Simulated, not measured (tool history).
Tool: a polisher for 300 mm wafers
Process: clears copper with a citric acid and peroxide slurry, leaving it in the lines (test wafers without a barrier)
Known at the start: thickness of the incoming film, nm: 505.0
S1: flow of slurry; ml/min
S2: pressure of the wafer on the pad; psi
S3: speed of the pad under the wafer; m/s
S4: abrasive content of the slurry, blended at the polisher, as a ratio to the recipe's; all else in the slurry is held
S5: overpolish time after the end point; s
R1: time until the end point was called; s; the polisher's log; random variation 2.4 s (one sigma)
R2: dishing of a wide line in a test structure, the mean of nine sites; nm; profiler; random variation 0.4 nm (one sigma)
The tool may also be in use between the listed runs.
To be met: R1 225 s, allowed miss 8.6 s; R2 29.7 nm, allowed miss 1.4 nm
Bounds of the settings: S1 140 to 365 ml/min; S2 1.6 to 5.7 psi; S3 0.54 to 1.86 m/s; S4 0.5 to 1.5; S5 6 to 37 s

run    day   S1   S2    S3  S4  S5      R1      R2
  1      0  235  3.6  1.18   1  19  157.67  34.663
  2  0.354  235  3.5  1.18   1  19  165.41  33.699
  3  0.471  265  3.5  1.18   1  19  158.15  33.791
  4  0.804  265  3.5  1.18   1  12  158.53  23.181
  5  1.154  265  2.9  1.18   1  12  189.69  19.632
  6  1.188  260  2.9  1.18   1  13  193.52  20.378
  7  1.288  255  2.9  1.18   1  14  191.61  22.032
  8  1.488  250  2.9  1.18   1  15  193.07  23.445
  9  1.708  245  2.9  1.18   1  16  192.86  25.567
 10  1.867  240  2.9  1.18   1  16  191.93  24.999
 11   2.15  235  2.8  1.18   1  17  201.65  25.294
 12   2.25  230  2.8  1.18   1  17  200.23  24.658
 13  2.525  225  2.8  1.18   1  18  201.85  26.185
 14  2.575  220  2.8  1.18   1  18  201.83  26.703
 15  2.733  205  2.6  1.18   1  20  217.66  26.506

5 next moves are on the table. One of them brings every result within its allowed miss. Which?
  A  2.892  215  2.6   1.2  0.85  23   ?   ?
  B  2.892  190  3.2  0.74  1.15  18   ?   ?
  C  2.892  170  2.8  1.14  1.05  19   ?   ?
  D  2.892  170  2.6  1.34   0.8  19   ?   ?
  E  2.892  190  2.6  1.16  1.05  18   ?   ?

move      R1      R2
   A  223.53  30.365
   B  238.07  23.224
   C   210.4  27.138
   D  213.83  26.661
   E  220.82   24.68
A: meets every target
B: further off than the last run
C: nearer than the last run, and not there yet
D: as far off as the last run
E: further off than the last run
Move A is the one to make.
